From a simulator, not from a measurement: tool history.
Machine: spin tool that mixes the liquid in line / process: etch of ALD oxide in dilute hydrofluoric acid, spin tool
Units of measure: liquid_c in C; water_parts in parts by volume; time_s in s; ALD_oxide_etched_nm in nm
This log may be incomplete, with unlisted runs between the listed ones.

| run | hour | liquid_c | water_parts | time_s | ALD_oxide_etched_nm |
|---|---|---|---|---|---|
| 1 | 0 | 20 | 45 | 65 | 12.945 |
| 2 | 1.1 | 17 | 45 | 65 | 11.312 |
| 3 | 1.8 | 20 | 45 | 65 | 12.945 |
| 4 | 5.1 | 22 | 45 | 65 | 14.05 |
| 5 | 11.2 | 23.5 | 45 | 65 | 14.929 |
| 6 | 14 | 23.5 | 45 | 65 | 14.916 |
| 7 | 16.1 | 24.5 | 45 | 65 | 15.561 |
| 8 | 20.9 | 25.5 | 45 | 65 | 16.344 |
| 9 | 26.5 | 26 | 45 | 65 | 16.584 |
| 10 | 27.6 | 26.5 | 45 | 65 | 17.022 |
| 11 | 35.7 | 27 | 45 | 65 | 17.252 |
| 12 | 36.6 | 27.5 | 45 | 65 | 17.29 |
| 13 | 40.9 | 28 | 40 | 65 | 20.25 |
| 14 | 49.2 | 27.5 | 40 | 65 | 19.723 |
| 15 | 50.4 | 28 | 40 | 65 | 20.203 |
| 16 | 54.6 | 27.5 | 40 | 65 | 20.124 |
| 17 | 56 | 28 | 40 | 65 | 20.208 |
| 18 | 61.6 | 27.5 | 40 | 65 | 19.832 |
| 19 | 63.1 | 28 | 40 | 65 | 20.358 |
| 20 | 71.7 | 27.5 | 40 | 65 | 19.96 |
| 21 | 75.6 | 28 | 40 | 65 | 20.131 |
| 22 | 79.6 | 27.5 | 40 | 65 | 19.931 |
| 23 | 85.1 | 28 | 40 | 65 | 20.17 |
| 24 | 93.2 | 27.5 | 40 | 65 | 19.88 |
| 25 | 94.9 | 28 | 40 | 65 | 20.142 |
| 26 | 102.6 | 27.5 | 40 | 65 | 19.639 |
| 27 | 108.8 | 28 | 40 | 65 | 20.423 |

The next listed run, before its measurement:
| 28 | 117.6 | 27.5 | 40 | 65 | ? |

ALD_oxide_etched_nm: 19.921 nm
